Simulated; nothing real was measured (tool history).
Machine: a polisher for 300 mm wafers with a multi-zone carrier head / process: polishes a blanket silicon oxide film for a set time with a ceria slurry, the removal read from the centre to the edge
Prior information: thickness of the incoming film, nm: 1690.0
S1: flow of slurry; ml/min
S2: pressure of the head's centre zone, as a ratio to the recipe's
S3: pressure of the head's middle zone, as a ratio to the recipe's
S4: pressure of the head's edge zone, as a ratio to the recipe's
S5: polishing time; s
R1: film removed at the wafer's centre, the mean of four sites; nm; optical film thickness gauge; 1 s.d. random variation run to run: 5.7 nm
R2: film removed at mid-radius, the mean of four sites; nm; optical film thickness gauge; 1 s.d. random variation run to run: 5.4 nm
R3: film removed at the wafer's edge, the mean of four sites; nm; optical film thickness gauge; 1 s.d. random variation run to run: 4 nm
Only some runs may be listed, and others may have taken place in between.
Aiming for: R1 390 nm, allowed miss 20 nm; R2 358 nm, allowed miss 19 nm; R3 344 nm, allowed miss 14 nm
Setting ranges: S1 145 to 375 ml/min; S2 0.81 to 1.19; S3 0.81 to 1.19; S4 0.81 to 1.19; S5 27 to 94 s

run	day	S1	S2	S3	S4	S5	R1	R2	R3
1	0	240	1	1	1	60	415.47	405.14	411.71
2	0.104	240	1.03	1	1	60	421.35	413.45	423.28
3	0.196	260	1.03	0.99	0.95	58	422.32	403.9	405
4	0.279	260	1.03	0.99	0.95	65	467.67	450.93	444.15
5	0.35	260	1.03	0.99	1.01	65	465.59	460.33	474.69
6	0.721	260	1.08	0.99	1.01	65	489.01	456.35	460.69
7	1.017	245	1.07	0.99	0.98	62	465.25	435.58	436.71
8	1.288	240	1.06	0.99	0.95	59	422.4	407.2	402.97
9	1.325	235	1.08	0.97	0.92	58	429.71	406.23	385.24

Below are 5 possible settings for the next run. Only one of them brings all results inside the allowed miss of their targets. Which is it?
A	1.362	270	1.1	0.95	0.91	51	?	?	?
B	1.362	225	0.99	1.06	0.81	50	?	?	?
C	1.362	155	0.99	1.09	0.81	53	?	?	?
D	1.362	180	0.98	1.08	0.93	52	?	?	?
E	1.362	200	0.99	1.03	0.9	52	?	?	?

move	R1	R2	R3
A	388.04	353.15	350.81
B	333.45	356.75	320.42
C	327.71	358.35	323.14
D	329.49	360.92	345.09
E	339.8	359.18	344.71
A: meets every target
B: moves the result that the last run missed by most past its target, out the other side
C: moves the result that the last run missed by most past its target, out the other side
D: brings the last run's worst result on target, with another outside its allowed miss
E: brings the last run's worst result on target, with another outside its allowed miss
Answer: A
